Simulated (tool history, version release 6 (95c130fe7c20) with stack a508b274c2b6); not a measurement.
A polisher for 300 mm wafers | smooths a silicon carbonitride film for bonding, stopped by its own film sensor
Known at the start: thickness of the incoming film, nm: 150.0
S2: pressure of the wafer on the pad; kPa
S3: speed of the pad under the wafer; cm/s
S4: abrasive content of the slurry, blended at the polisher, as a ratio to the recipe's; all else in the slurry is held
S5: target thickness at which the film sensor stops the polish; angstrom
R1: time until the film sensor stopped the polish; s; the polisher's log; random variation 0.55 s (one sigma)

Run 1, hour 0.0: flow of slurry (ml/min) 175, S2 13.1 kPa, S3 106 cm/s, S4 1.0, S5 1330 angstrom. Result: R1 64.143 s.
Run 2, hour 4.2: flow of slurry (ml/min) 175, S2 13.1 kPa, S3 94 cm/s, S4 1.0, S5 1330 angstrom. Result: R1 70.400 s.
Run 3, hour 10.7: flow of slurry (ml/min) 175, S2 15.2 kPa, S3 96 cm/s, S4 1.0, S5 1330 angstrom. Result: R1 61.263 s.
Run 4, hour 12.7: flow of slurry (ml/min) 175, S2 16.5 kPa, S3 98 cm/s, S4 1.0, S5 1330 angstrom. Result: R1 54.607 s.
Run 5, hour 21.3: flow of slurry (ml/min) 175, S2 20.0 kPa, S3 98 cm/s, S4 1.0, S5 1330 angstrom. Result: R1 45.143 s.
Run 6, hour 25.9: flow of slurry (ml/min) 175, S2 17.2 kPa, S3 98 cm/s, S4 1.0, S5 1330 angstrom. Result: R1 51.728 s.
Run 7, hour 26.6: flow of slurry (ml/min) 175, S2 17.9 kPa, S3 98 cm/s, S4 1.0, S5 1330 angstrom. Result: R1 50.815 s.
Run 8, hour 34.5: flow of slurry (ml/min) 175, S2 18.6 kPa, S3 98 cm/s, S4 1.0, S5 1330 angstrom. Result: R1 48.860 s.

The next listed run, before its measurement:
Run 9, hour 43.3: flow of slurry (ml/min) 175, S2 19.3 kPa, S3 98 cm/s, S4 1.0, S5 1330 angstrom. Result: R1 ?.

R1: 46.951 s
